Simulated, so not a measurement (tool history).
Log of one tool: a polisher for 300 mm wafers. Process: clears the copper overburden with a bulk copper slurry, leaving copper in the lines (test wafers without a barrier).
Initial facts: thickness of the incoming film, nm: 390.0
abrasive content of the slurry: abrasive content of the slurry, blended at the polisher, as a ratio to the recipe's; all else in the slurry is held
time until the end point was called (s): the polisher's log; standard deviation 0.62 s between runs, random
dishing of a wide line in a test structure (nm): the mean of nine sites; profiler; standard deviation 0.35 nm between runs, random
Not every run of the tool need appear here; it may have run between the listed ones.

run,day,flow of slurry (ml/min),pressure of the wafer on the pad (kPa),speed of the pad under the wafer (cm/s),abrasive content of the slurry,overpolish time after the end point (s),time until the end point was called (s),dishing of a wide line in a test structure (nm)
1,0,185,11.7,104,1,26,91.894,31.342
2,0.088,185,11.7,92,1,26,101.98,30.392
3,0.238,195,12.4,92,1,23,96.058,30.693
4,0.417,200,13.1,92,1,19,92.782,29.23
5,0.65,200,13.1,80,1,19,103.58,28.263
6,0.746,200,13.1,66,1,19,125.85,25.532
7,0.842,205,14.5,66,1,20,112.27,28.411
8,0.954,210,15.9,68,1,17,100.84,27.178

What does the tool deliver on the next run?
9,1.108,215,16.5,70,1,18,?,?

Run 9 gave time until the end point was called (s) 92.871, dishing of a wide line in a test structure (nm) 29.254.

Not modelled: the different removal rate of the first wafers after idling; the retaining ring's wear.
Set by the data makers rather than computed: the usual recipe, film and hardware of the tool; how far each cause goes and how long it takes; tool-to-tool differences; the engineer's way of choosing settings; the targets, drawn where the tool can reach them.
